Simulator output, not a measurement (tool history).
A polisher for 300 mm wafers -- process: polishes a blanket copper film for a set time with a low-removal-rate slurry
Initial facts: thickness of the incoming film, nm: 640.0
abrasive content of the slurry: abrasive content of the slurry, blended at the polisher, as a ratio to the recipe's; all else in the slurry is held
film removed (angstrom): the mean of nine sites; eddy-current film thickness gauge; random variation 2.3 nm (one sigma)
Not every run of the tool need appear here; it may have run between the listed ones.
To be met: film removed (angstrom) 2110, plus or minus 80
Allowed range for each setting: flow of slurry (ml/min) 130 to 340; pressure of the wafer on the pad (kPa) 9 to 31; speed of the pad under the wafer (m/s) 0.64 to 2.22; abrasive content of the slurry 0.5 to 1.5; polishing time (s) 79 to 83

run	hour	flow of slurry (ml/min)	pressure of the wafer on the pad (kPa)	speed of the pad under the wafer (m/s)	abrasive content of the slurry	polishing time (s)	film removed (angstrom)
1	0	220	20	1.42	1	79	2850
2	3.3	220	20	1.42	1	79	2883.1
3	4.3	220	19.3	1.42	1	79	2844.2
4	9.3	220	18.6	1.42	1	79	2664.8
5	13.3	220	22.1	1.42	1	79	3111.5
6	17.7	220	22.1	1.42	0.85	79	3011.2
7	18.3	220	20.7	1.42	0.85	79	2867.2
8	22.6	220	20.7	1.42	0.85	79	2854.7
9	29.6	220	20.7	1.42	0.85	79	2790.8
10	34.4	220	20	1.42	0.85	79	2750.6
11	43.3	220	19.3	1.42	0.85	79	2669.9
12	46.2	220	18.6	1.42	0.85	79	2588.6
13	54.7	215	13.8	1.4	0.85	79	2001.4

Pick the move, out of 4, that brings all results within their allowed miss; only one does.
A	63.2	205	10.3	1.6	1.05	83	?
B	63.2	210	17.2	1.16	0.75	79	?
C	63.2	215	14.5	1.28	0.95	80	?
D	63.2	190	10.3	1.84	0.9	80	?

move	film removed (angstrom)
A	1974.6
B	1930.8
C	1966.9
D	2087.7
A: moves away from the targets compared with the last run
B: moves away from the targets compared with the last run
C: moves away from the targets compared with the last run
D: all results land within tolerance of their targets
Answer: D
